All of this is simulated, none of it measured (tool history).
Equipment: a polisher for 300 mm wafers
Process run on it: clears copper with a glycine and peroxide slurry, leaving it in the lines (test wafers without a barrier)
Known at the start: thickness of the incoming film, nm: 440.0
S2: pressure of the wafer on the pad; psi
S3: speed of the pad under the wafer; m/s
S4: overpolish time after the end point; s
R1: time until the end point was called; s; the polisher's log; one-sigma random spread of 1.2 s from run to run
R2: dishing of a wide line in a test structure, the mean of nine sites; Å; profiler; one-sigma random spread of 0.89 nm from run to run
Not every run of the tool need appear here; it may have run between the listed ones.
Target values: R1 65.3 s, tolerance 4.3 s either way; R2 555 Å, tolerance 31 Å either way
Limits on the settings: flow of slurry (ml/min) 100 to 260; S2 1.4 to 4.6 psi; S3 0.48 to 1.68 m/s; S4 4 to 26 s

{"run": 1, "hour": 0.0, "flow of slurry (ml/min)": 165, "S2": 3, "S3": 1.08, "S4": 13, "R1": 92.93, "R2": 371.92}
{"run": 2, "hour": 1.4, "flow of slurry (ml/min)": 165, "S2": 3.3, "S3": 1.1, "S4": 14, "R1": 91.06, "R2": 424.04}
{"run": 3, "hour": 2.1, "flow of slurry (ml/min)": 165, "S2": 3.3, "S3": 1.34, "S4": 14, "R1": 80.687, "R2": 444.79}
{"run": 4, "hour": 7.8, "flow of slurry (ml/min)": 165, "S2": 3.6, "S3": 1.36, "S4": 14, "R1": 71.524, "R2": 448.76}
{"run": 5, "hour": 15.0, "flow of slurry (ml/min)": 165, "S2": 4.1, "S3": 1.36, "S4": 14, "R1": 71.716, "R2": 492.87}
{"run": 6, "hour": 18.3, "flow of slurry (ml/min)": 165, "S2": 4.2, "S3": 1.38, "S4": 14, "R1": 67.907, "R2": 490.11}
{"run": 7, "hour": 26.0, "flow of slurry (ml/min)": 165, "S2": 4.3, "S3": 1.38, "S4": 15, "R1": 64.169, "R2": 531.64}
{"run": 8, "hour": 32.2, "flow of slurry (ml/min)": 165, "S2": 4.3, "S3": 1.36, "S4": 15, "R1": 66.374, "R2": 510.89}

Of the 4 settings listed for the next run, only one would bring every result within its allowed miss of target. Which one?
{"run": "A", "hour": 38.4, "flow of slurry (ml/min)": 175, "S2": 3.9, "S3": 1.4, "S4": 13, "R1": "?", "R2": "?"}
{"run": "B", "hour": 38.4, "flow of slurry (ml/min)": 125, "S2": 4.1, "S3": 1.28, "S4": 15, "R1": "?", "R2": "?"}
{"run": "C", "hour": 38.4, "flow of slurry (ml/min)": 190, "S2": 4.2, "S3": 1.38, "S4": 17, "R1": "?", "R2": "?"}
{"run": "D", "hour": 38.4, "flow of slurry (ml/min)": 150, "S2": 4.3, "S3": 1.32, "S4": 13, "R1": "?", "R2": "?"}

move=A R1=70.256 R2=478.3
move=B R1=78.159 R2=489.58
move=C R1=67.05 R2=556.58
move=D R1=71.252 R2=475.71
A: further off than the last run
B: further off than the last run
C: every result lands within tolerance
D: further off than the last run
C is the move that brings every result within its allowed miss.
